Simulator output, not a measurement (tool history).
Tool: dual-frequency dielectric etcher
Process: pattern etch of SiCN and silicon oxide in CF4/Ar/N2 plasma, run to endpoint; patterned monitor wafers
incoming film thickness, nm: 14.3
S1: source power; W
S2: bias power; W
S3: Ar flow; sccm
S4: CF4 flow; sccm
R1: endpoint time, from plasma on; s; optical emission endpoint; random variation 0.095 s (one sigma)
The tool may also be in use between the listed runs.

{"run": 1, "hour": 0.0, "S1": 590, "S2": 79, "S3": 89, "S4": 52, "R1": 13.441}
{"run": 2, "hour": 6.8, "S1": 590, "S2": 79, "S3": 105, "S4": 52, "R1": 13.657}
{"run": 3, "hour": 9.5, "S1": 540, "S2": 78, "S3": 105, "S4": 52, "R1": 14.796}
{"run": 4, "hour": 12.9, "S1": 510, "S2": 77, "S3": 105, "S4": 52, "R1": 15.364}
{"run": 5, "hour": 18.4, "S1": 430, "S2": 77, "S3": 105, "S4": 52, "R1": 17.43}
{"run": 6, "hour": 26.1, "S1": 430, "S2": 69, "S3": 105, "S4": 52, "R1": 18.319}
{"run": 7, "hour": 27.5, "S1": 440, "S2": 69, "S3": 105, "S4": 52, "R1": 17.92}
{"run": 8, "hour": 28.4, "S1": 450, "S2": 69, "S3": 105, "S4": 52, "R1": 17.669}

Forecast run 9:
{"hour": 35.1, "done": "source power generator calibrated"}
{"run": 9, "hour": 35.1, "S1": 460, "S2": 69, "S3": 105, "S4": 52, "R1": "?"}

R1: 17.69 s
